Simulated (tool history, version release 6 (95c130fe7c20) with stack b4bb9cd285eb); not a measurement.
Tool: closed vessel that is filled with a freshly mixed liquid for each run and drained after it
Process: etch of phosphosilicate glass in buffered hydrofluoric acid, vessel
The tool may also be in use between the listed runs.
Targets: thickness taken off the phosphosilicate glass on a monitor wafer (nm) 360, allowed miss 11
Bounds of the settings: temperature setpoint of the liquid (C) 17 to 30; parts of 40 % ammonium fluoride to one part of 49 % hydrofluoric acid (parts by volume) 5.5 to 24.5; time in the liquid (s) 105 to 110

run	day	temperature setpoint of the liquid (C)	parts of 40 % ammonium fluoride to one part of 49 % hydrofluoric acid (parts by volume)	time in the liquid (s)	thickness taken off the phosphosilicate glass on a monitor wafer (nm)
1	0	22	15	105	607.31
2	0.329	25	15	105	718.07
3	0.488	23.5	16	105	620.07
4	0.646	23.5	16	105	620.52
5	0.708	22.5	16.5	105	565.04
6	0.812	21.5	17	105	530.87
7	0.988	20.5	17.5	105	483.97
8	1.083	20	18	105	456.63
9	1.188	19.5	18.5	105	438.06
10	1.288	19	19	105	416.01
11	1.329	18.5	19	105	403.33
12	1.554	18	19	105	388.44

Which of these 5 next moves meets every target?
A	1.779	19	19	105	?
B	1.779	20.5	19.5	105	?
C	1.779	18	20.5	105	?
D	1.779	17.5	17	105	?
E	1.779	17.5	19.5	110	?

move	thickness taken off the phosphosilicate glass on a monitor wafer (nm)
A	408.63
B	433.32
C	360.8
D	418.84
E	383.16
A: further off than the last run
B: further off than the last run
C: meets every target
D: further off than the last run
E: nearer than the last run, and not there yet
The right move is C.
